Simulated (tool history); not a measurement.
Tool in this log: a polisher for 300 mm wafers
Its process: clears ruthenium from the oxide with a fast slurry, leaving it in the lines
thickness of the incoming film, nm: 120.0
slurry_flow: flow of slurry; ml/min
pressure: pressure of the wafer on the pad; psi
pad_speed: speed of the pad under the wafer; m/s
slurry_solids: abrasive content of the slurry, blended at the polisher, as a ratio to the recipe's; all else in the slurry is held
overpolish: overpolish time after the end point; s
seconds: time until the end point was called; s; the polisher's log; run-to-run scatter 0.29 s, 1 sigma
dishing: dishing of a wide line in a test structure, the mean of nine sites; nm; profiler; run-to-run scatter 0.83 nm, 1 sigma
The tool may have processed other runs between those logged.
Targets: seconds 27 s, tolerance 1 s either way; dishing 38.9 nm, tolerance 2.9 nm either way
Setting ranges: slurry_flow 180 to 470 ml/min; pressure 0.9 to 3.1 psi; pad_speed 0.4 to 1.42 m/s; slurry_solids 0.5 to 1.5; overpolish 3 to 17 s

run,hour,slurry_flow,pressure,pad_speed,slurry_solids,overpolish,seconds,dishing
1,0,300,2,0.9,1,9,53.035,18.354
2,7.1,300,2.3,0.92,1,9,43.359,21.325
3,15.6,300,2.3,1.02,1,9,40.686,24.106
4,23.4,300,2.5,1.02,1,9,36.868,26.496
5,27.6,355,2.5,1.02,1,9,36.484,27.083
6,36.4,355,2.5,1.18,1,9,31.377,29.095
7,42.1,355,2.6,1.18,1,9,30.608,31.761
8,47.2,355,2.7,1.18,1,9,29.505,32.96
9,54.6,355,2.8,1.18,1,9,28.518,33.549
10,56.5,355,2.9,1.18,1,9,27.306,35.567

Which single option among these 4 for the next run brings every result within its allowed miss of target? Just one does.
A,58.4,465,3.1,1.04,1.15,10,?,?
B,58.4,340,2.7,1.32,1,8,?,?
C,58.4,370,3,1.2,1,8,?,?
D,58.4,265,3,1.1,1,9,?,?

move,seconds,dishing
A,26.848,39.203
B,26.591,32.235
C,26.151,32.735
D,29.207,32.956
A: every result within its allowed miss
B: its largest miss is bigger than the last run's
C: its largest miss is bigger than the last run's
D: its largest miss is bigger than the last run's
So the answer is move A, the one that meets all the targets.

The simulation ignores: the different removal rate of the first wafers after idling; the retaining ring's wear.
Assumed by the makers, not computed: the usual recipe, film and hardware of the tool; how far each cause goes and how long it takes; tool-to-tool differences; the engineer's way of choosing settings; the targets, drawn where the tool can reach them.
